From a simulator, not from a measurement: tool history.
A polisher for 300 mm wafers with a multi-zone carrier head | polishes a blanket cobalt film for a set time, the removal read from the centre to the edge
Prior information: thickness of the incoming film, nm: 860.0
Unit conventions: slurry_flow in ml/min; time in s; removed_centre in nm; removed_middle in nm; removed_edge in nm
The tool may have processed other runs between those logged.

| run | day | slurry_flow | centre_zone | middle_zone | edge_zone | time | removed_centre | removed_middle | removed_edge |
|---|---|---|---|---|---|---|---|---|---|
| 1 | 0 | 160 | 1 | 1 | 1 | 53 | 329.63 | 345.17 | 344.62 |
| 2 | 0.221 | 160 | 1 | 1.04 | 1 | 53 | 328.02 | 351.98 | 346.53 |
| 3 | 0.267 | 150 | 1.01 | 1 | 0.99 | 50 | 312.33 | 318.68 | 315.26 |
| 4 | 0.633 | 150 | 1.01 | 1 | 0.99 | 42 | 263.14 | 267.09 | 270.68 |
| 5 | 0.808 | 150 | 1.01 | 1 | 1.07 | 42 | 260.87 | 268.6 | 279.32 |
| 6 | 1.038 | 140 | 1.01 | 0.97 | 1.05 | 42 | 255.61 | 258.06 | 269.45 |
| 7 | 1.125 | 135 | 1.02 | 0.95 | 1.05 | 42 | 249.89 | 251.59 | 273.37 |

What will run 8 give?
| 8 | 1.458 | 130 | 1.03 | 0.94 | 1.02 | 42 | ? | ? | ? |

removed_centre: 257.69 nm
removed_middle: 245.45 nm
removed_edge: 265.59 nm

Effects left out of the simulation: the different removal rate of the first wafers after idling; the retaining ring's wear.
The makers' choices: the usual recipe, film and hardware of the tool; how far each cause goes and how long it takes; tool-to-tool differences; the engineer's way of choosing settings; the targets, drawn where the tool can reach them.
